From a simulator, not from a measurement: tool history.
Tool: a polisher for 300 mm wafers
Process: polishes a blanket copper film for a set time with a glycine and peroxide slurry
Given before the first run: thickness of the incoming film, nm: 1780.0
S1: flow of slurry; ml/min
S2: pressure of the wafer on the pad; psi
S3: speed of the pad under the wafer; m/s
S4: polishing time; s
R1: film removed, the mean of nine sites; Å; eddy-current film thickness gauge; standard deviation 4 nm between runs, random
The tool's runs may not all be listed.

| run | day | S1 | S2 | S3 | S4 | R1 |
|---|---|---|---|---|---|---|
| 1 | 0 | 235 | 3 | 0.86 | 99 | 6128.1 |
| 2 | 0.262 | 200 | 3 | 0.86 | 99 | 5996.6 |
| 3 | 0.633 | 200 | 2.4 | 0.86 | 99 | 4982.2 |
| 4 | 0.742 | 200 | 2.3 | 0.86 | 99 | 4842.2 |
| 5 | 0.883 | 200 | 2.2 | 0.86 | 99 | 4772.3 |
| 6 | 1.042 | 240 | 2.2 | 0.86 | 99 | 4765.3 |

What will run 7 give?
| 7 | 1.142 | 240 | 2.1 | 0.86 | 99 | ? |

Run 7 produced R1 4556.8 Å.

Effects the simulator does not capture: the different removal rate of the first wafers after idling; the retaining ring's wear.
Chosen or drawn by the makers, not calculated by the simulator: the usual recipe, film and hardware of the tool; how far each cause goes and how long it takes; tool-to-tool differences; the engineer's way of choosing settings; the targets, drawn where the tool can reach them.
